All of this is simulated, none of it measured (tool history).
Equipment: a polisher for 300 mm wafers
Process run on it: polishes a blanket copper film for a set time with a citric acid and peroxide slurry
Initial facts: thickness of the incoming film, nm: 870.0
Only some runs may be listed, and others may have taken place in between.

run  hour  flow of slurry (ml/min)  pressure of the wafer on the pad (psi)  speed of the pad under the wafer (m/s)  abrasive content of the slurry  polishing time (s)  film removed (Å)
  1     0                      130                                     3.5                                    1.16                               1                  65              2073
  2   6.5                      155                                     3.5                                    1.16                               1                  65            2153.2
  3   8.6                      155                                     3.1                                    1.16                               1                  65            1963.7
  4  15.5                      155                                     3.1                                    1.16                               1                  68            1989.1
  5  23.3                      135                                     3.1                                    1.16                               1                  68            1998.2
  6  28.7                      135                                     3.1                                    1.16                            0.85                  68              1928
  7  35.7                      140                                     4.1                                    1.22                            0.85                  68            2640.2
  8  38.3                      140                                     4.3                                    1.22                            0.85                  68              2741
  9  41.9                      140                                     4.4                                    1.22                            0.85                  68            2862.4
 10  50.1                      140                                     4.5                                    1.22                            0.85                  68            2901.3
 11  50.8                      140                                     4.6                                    1.22                            0.85                  68            2972.4

For run 12, what comes out?
 12  54.9                      140                                     4.7                                    1.22                            0.85                  68                 ?

film removed (Å): 3022.7

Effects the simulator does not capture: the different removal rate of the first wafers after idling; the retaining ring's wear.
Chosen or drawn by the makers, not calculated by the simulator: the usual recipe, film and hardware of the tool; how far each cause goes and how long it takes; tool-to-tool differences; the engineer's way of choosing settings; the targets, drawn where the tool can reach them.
